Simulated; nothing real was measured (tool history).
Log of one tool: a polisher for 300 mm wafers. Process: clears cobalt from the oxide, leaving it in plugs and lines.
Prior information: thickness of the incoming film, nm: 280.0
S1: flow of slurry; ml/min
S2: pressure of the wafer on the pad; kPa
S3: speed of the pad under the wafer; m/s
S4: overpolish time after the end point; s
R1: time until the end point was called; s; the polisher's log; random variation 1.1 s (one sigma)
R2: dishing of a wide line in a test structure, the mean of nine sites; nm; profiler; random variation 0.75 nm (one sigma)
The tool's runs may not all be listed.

run,day,S1,S2,S3,S4,R1,R2
1,0.000,290,10.3,0.88,12,116.040,23.349
2,0.342,290,11.0,0.88,13,108.300,26.992
3,0.679,290,11.0,0.98,13,100.870,28.385
4,0.796,350,11.0,0.98,13,99.550,28.745
5,1.021,350,11.7,0.98,13,91.671,30.274
6,1.317,350,13.1,1.00,14,79.866,34.141

Expected results for the next run?
7,1.396,350,13.8,1.02,15,?,?

{"run 7": {"R1": 74.938, "R2": 36.909}}
